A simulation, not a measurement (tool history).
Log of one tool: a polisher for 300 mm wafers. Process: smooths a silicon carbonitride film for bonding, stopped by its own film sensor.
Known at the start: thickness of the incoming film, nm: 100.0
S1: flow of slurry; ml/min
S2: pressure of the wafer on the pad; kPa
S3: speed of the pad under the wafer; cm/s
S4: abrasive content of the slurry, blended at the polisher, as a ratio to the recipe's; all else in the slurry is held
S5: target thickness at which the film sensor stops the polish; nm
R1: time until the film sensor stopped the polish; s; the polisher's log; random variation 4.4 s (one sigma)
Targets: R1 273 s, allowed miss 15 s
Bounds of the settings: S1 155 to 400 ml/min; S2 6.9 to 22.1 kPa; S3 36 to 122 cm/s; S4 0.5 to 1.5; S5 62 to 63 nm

run	hour	S1	S2	S3	S4	S5	R1
1	0	255	14.5	78	1	63	207.75
2	1.6	255	13.8	78	1	63	215.52
3	3.4	255	13.8	78	1	62	224.92
4	6.7	255	13.1	78	1	62	229.73
5	11.6	315	13.1	78	1	62	226.97
6	19.2	315	13.1	86	1	62	217.04
7	26.3	315	12.4	86	1	62	223.08
8	29.5	315	11.7	86	1	62	241.67
9	32.6	315	11	86	1	62	249.19

Which of these 4 next moves meets every target?
A	35.7	290	7.6	84	1.15	62	?
B	35.7	370	11	64	0.8	62	?
C	35.7	345	10.3	84	0.9	63	?
D	35.7	330	9.7	74	0.95	62	?

move	R1
A	318.36
B	331.99
C	278.69
D	311.55
A: takes the result that was furthest off past its target
B: takes the result that was furthest off past its target
C: meets every target
D: takes the result that was furthest off past its target
Answer: C
